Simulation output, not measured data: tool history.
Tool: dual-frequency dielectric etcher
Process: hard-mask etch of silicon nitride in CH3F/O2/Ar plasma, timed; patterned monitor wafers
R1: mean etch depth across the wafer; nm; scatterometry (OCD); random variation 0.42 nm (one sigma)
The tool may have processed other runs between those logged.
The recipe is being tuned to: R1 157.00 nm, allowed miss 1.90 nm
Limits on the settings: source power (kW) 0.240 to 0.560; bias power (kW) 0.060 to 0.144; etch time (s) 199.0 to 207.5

Run 1, hour 0.0: source power (kW) 0.400, bias power (kW) 0.102, etch time (s) 199.0. Result: R1 145.37 nm.
Run 2, hour 3.6: source power (kW) 0.420, bias power (kW) 0.102, etch time (s) 199.0. Result: R1 148.60 nm.
Run 3, hour 5.6: source power (kW) 0.360, bias power (kW) 0.102, etch time (s) 199.0. Result: R1 139.21 nm.
Run 4, hour 11.7: source power (kW) 0.390, bias power (kW) 0.102, etch time (s) 199.0. Result: R1 143.41 nm.
Run 5, hour 14.3: source power (kW) 0.410, bias power (kW) 0.102, etch time (s) 199.0. Result: R1 145.95 nm.
Run 6, hour 16.2: source power (kW) 0.410, bias power (kW) 0.102, etch time (s) 199.0. Result: R1 146.41 nm.
Run 7, hour 17.4: source power (kW) 0.410, bias power (kW) 0.102, etch time (s) 199.0. Result: R1 147.15 nm.
Run 8, hour 21.7: source power (kW) 0.420, bias power (kW) 0.102, etch time (s) 199.0. Result: R1 148.26 nm.
Run 9, hour 30.0: source power (kW) 0.430, bias power (kW) 0.102, etch time (s) 199.0. Result: R1 149.32 nm.

Which one of the following 5 next-run settings gets every result inside its allowed miss? There is exactly one.
Run A, hour 38.3: source power (kW) 0.440, bias power (kW) 0.085, etch time (s) 202.0. Result: R1 ?.
Run B, hour 38.3: source power (kW) 0.450, bias power (kW) 0.097, etch time (s) 203.5. Result: R1 ?.
Run C, hour 38.3: source power (kW) 0.390, bias power (kW) 0.099, etch time (s) 203.0. Result: R1 ?.
Run D, hour 38.3: source power (kW) 0.360, bias power (kW) 0.099, etch time (s) 203.5. Result: R1 ?.
Run E, hour 38.3: source power (kW) 0.430, bias power (kW) 0.103, etch time (s) 207.0. Result: R1 ?.

move      R1
   A  140.87
   B  152.07
   C  144.39
   D  140.04
   E  156.02
A: its largest miss is bigger than the last run's
B: nearer than the last run, and not there yet
C: its largest miss is bigger than the last run's
D: its largest miss is bigger than the last run's
E: meets every target
Answer: E
